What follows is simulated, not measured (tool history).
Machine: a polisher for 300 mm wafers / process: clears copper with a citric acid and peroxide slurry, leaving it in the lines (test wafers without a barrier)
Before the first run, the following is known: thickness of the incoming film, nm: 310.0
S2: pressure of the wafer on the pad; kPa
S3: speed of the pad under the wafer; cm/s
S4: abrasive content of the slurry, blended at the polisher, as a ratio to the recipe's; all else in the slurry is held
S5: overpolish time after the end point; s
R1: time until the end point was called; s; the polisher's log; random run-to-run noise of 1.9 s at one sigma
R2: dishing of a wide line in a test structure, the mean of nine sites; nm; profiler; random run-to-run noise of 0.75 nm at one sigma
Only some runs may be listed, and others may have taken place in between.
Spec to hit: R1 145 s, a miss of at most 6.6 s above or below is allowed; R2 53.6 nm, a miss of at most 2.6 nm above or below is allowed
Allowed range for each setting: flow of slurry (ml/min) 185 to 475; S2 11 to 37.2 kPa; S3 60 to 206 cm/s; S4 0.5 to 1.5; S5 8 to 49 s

{"run": 1, "hour": 0.0, "flow of slurry (ml/min)": 305, "S2": 24.1, "S3": 132, "S4": 1, "S5": 25, "R1": 89.811, "R2": 65.94}
{"run": 2, "hour": 4.0, "flow of slurry (ml/min)": 305, "S2": 24.1, "S3": 150, "S4": 1, "S5": 25, "R1": 78.932, "R2": 72.918}
{"run": 3, "hour": 4.7, "flow of slurry (ml/min)": 305, "S2": 20.7, "S3": 146, "S4": 1, "S5": 27, "R1": 94.143, "R2": 65.628}
{"run": 4, "hour": 6.1, "flow of slurry (ml/min)": 305, "S2": 17.9, "S3": 144, "S4": 1, "S5": 29, "R1": 110.45, "R2": 61.454}
{"run": 5, "hour": 11.4, "flow of slurry (ml/min)": 305, "S2": 17.9, "S3": 144, "S4": 1, "S5": 33, "R1": 108.11, "R2": 67.372}
{"run": 6, "hour": 14.7, "flow of slurry (ml/min)": 305, "S2": 17.9, "S3": 144, "S4": 1, "S5": 38, "R1": 110.22, "R2": 76.59}
{"run": 7, "hour": 16.8, "flow of slurry (ml/min)": 305, "S2": 15.9, "S3": 144, "S4": 1, "S5": 37, "R1": 124.11, "R2": 67.202}
{"run": 8, "hour": 17.8, "flow of slurry (ml/min)": 305, "S2": 15.2, "S3": 144, "S4": 1, "S5": 36, "R1": 125.83, "R2": 63.575}
{"run": 9, "hour": 24.9, "flow of slurry (ml/min)": 305, "S2": 14.5, "S3": 144, "S4": 1, "S5": 36, "R1": 134, "R2": 61.723}
{"run": 10, "hour": 26.6, "flow of slurry (ml/min)": 305, "S2": 13.8, "S3": 144, "S4": 1, "S5": 35, "R1": 144.4, "R2": 57.276}
{"run": 11, "hour": 28.6, "flow of slurry (ml/min)": 305, "S2": 13.8, "S3": 144, "S4": 1, "S5": 34, "R1": 142.89, "R2": 56.592}

Below are 4 possible settings for the next run. Only one of them brings all results inside the allowed miss of their targets. Which is it?
{"run": "A", "hour": 30.6, "flow of slurry (ml/min)": 355, "S2": 13.8, "S3": 154, "S4": 0.95, "S5": 34, "R1": "?", "R2": "?"}
{"run": "B", "hour": 30.6, "flow of slurry (ml/min)": 350, "S2": 15.9, "S3": 118, "S4": 1.1, "S5": 32, "R1": "?", "R2": "?"}
{"run": "C", "hour": 30.6, "flow of slurry (ml/min)": 260, "S2": 16.5, "S3": 128, "S4": 1, "S5": 34, "R1": "?", "R2": "?"}
{"run": "D", "hour": 30.6, "flow of slurry (ml/min)": 265, "S2": 15.2, "S3": 120, "S4": 1.05, "S5": 39, "R1": "?", "R2": "?"}

move=A R1=135.3 R2=60.337
move=B R1=147.04 R2=54.343
move=C R1=137.28 R2=60.618
move=D R1=156.42 R2=60.531
A: moves away from the targets compared with the last run
B: all results in spec
C: moves away from the targets compared with the last run
D: moves away from the targets compared with the last run
B meets every target.
